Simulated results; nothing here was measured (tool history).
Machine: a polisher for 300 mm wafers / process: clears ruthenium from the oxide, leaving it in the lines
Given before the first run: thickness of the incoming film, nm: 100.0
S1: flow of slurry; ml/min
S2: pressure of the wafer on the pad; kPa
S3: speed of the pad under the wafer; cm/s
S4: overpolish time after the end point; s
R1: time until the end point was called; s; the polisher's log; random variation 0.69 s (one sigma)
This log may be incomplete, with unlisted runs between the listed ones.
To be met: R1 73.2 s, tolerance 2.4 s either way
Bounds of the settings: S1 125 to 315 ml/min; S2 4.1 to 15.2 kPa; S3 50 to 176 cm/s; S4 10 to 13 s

Run 1, hour 0: S1 205 ml/min, S2 9.7 kPa, S3 112 cm/s, S4 13 s. Result: R1 97.371 s.
Run 2, hour 5.5: S1 205 ml/min, S2 10.3 kPa, S3 112 cm/s, S4 13 s. Result: R1 93.23 s.
Run 3, hour 9.1: S1 205 ml/min, S2 11 kPa, S3 112 cm/s, S4 13 s. Result: R1 89.118 s.
Run 4, hour 15.1: S1 165 ml/min, S2 11 kPa, S3 112 cm/s, S4 13 s. Result: R1 91.101 s.
Run 5, hour 21.4: S1 170 ml/min, S2 11 kPa, S3 112 cm/s, S4 13 s. Result: R1 88.498 s.
Run 6, hour 28: S1 200 ml/min, S2 11 kPa, S3 112 cm/s, S4 13 s. Result: R1 88.695 s.
Run 7, hour 29.1: S1 200 ml/min, S2 11.7 kPa, S3 112 cm/s, S4 13 s. Result: R1 85.149 s.
Run 8, hour 29.6: S1 200 ml/min, S2 13.1 kPa, S3 112 cm/s, S4 13 s. Result: R1 79.412 s.

Which single option among these 4 for the next run brings every result within its allowed miss of target? Just one does.
Run A, hour 30.1: S1 215 ml/min, S2 11.7 kPa, S3 112 cm/s, S4 13 s. Result: R1 ?.
Run B, hour 30.1: S1 150 ml/min, S2 13.8 kPa, S3 104 cm/s, S4 10 s. Result: R1 ?.
Run C, hour 30.1: S1 215 ml/min, S2 13.8 kPa, S3 92 cm/s, S4 13 s. Result: R1 ?.
Run D, hour 30.1: S1 225 ml/min, S2 15.2 kPa, S3 104 cm/s, S4 10 s. Result: R1 ?.

move      R1
   A  84.291
   B   83.02
   C  89.528
   D  73.207
A: moves away from the targets compared with the last run
B: moves away from the targets compared with the last run
C: moves away from the targets compared with the last run
D: every result lands within tolerance
D meets every target.
